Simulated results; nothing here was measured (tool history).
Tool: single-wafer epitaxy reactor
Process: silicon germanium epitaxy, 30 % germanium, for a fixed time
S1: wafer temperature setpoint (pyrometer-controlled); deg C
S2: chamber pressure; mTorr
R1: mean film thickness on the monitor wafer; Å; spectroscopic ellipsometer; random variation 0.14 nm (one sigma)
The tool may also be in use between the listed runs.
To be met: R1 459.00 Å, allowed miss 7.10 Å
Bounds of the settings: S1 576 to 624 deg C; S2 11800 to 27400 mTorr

run 1 hour=0.0 | S1=600 S2=19600 | R1=590.67
run 2 hour=5.0 | S1=600 S2=16400 | R1=556.29
run 3 hour=9.1 | S1=598 S2=16400 | R1=534.67
run 4 hour=17.6 | S1=597 S2=16400 | R1=522.59
run 5 hour=26.3 | S1=597 S2=18100 | R1=543.88
run 6 hour=29.2 | S1=595 S2=18100 | R1=522.71
run 7 hour=36.5 | S1=594 S2=18100 | R1=512.11
run 8 hour=44.3 | S1=593 S2=18100 | R1=502.61
run 9 hour=49.5 | S1=592 S2=18100 | R1=492.68

Which of these 5 next moves meets every target?
run A hour=54.7 | S1=590 S2=18800 | R1=?
run B hour=54.7 | S1=599 S2=17200 | R1=?
run C hour=54.7 | S1=598 S2=16700 | R1=?
run D hour=54.7 | S1=589 S2=19600 | R1=?
run E hour=54.7 | S1=583 S2=24800 | R1=?

move=A R1=481.91
move=B R1=556.41
move=C R1=540.12
move=D R1=479.60
move=E R1=463.58
A: nearer than the last run, and not there yet
B: further off than the last run
C: further off than the last run
D: nearer than the last run, and not there yet
E: meets every target
The right move is E.
